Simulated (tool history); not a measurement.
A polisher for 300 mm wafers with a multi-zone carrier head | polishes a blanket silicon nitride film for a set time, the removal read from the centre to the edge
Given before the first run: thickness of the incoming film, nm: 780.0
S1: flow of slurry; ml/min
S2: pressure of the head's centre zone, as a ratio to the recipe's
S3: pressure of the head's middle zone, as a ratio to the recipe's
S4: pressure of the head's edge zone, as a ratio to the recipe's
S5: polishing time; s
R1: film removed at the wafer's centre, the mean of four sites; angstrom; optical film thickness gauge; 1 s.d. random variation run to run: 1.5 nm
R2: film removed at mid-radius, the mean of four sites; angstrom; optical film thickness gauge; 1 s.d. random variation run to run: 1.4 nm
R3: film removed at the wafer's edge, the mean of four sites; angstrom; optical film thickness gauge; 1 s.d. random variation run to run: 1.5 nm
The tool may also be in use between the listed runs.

run  hour   S1    S2    S3    S4  S5      R1      R2      R3
  1     0  260     1     1     1  66  1455.2  1443.7  1401.4
  2     3  295     1     1     1  66  1450.8  1459.2  1396.8
  3   8.6  295     1     1  1.03  66  1461.3  1457.5  1421.5
  4  15.9  295     1     1  0.97  66    1451    1454  1401.7
  5  20.9  295  1.01  1.01  0.98  68  1550.4    1517  1452.7
     28.7  -- edge zone pressure recalibrated
  6  28.7  295  0.97  1.01  0.98  68  1464.2  1512.1  1484.2
  7  36.2  295  0.98  1.02  0.98  69  1491.4  1557.5  1517.3
  8  40.2  295  0.99  1.03  0.99  70  1564.4  1580.5  1547.5

Expected results for the next run?
  9  43.8  300   1  1.05  0.99  70   ?   ?   ?

R1: 1560.5 angstrom
R2: 1631.3 angstrom
R3: 1565.7 angstrom

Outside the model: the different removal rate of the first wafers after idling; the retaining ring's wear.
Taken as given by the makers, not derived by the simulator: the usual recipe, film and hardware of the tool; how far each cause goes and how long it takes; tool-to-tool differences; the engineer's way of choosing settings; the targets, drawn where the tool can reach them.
